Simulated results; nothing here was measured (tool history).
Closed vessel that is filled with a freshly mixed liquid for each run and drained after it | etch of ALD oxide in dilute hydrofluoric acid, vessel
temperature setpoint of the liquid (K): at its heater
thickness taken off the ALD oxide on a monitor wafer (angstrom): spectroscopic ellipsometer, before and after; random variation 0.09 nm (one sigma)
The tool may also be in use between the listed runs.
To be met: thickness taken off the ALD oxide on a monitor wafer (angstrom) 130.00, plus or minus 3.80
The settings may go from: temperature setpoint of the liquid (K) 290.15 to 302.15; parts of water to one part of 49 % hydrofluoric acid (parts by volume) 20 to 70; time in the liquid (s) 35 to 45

run  hour  temperature setpoint of the liquid (K)  parts of water to one part of 49 % hydrofluoric acid (parts by volume)  time in the liquid (s)  thickness taken off the ALD oxide on a monitor wafer (angstrom)
  1   0.0                                  294.15                                                                      40                      45                                                           224.22
  2   1.3                                  294.15                                                                      45                      45                                                           199.81
  3   7.1                                  296.65                                                                      45                      45                                                           224.26
  4  14.1                                  295.65                                                                      45                      45                                                           214.34
  5  18.4                                  295.65                                                                      35                      45                                                           278.36
  6  21.7                                  298.15                                                                      35                      45                                                           305.30
  7  29.8                                  294.15                                                                      50                      45                                                           179.50
  8  34.7                                  293.65                                                                      50                      45                                                           176.59

Consider the 4 candidate settings below. Which is the only one whose results all fall within their allowed miss of target?
  A  39.6                                  292.65                                                                      50                      35                                                                ?
  B  39.6                                  293.65                                                                      55                      35                                                                ?
  C  39.6                                  293.65                                                                      65                      40                                                                ?
  D  39.6                                  293.15                                                                      55                      35                                                                ?

move  thickness taken off the ALD oxide on a monitor wafer (angstrom)
   A                                                           130.18
   B                                                           122.73
   C                                                           117.27
   D                                                           120.16
A: each result inside its tolerance
B: carries the result that was furthest off beyond its target, to the other side
C: carries the result that was furthest off beyond its target, to the other side
D: carries the result that was furthest off beyond its target, to the other side
The move that meets every target is A.
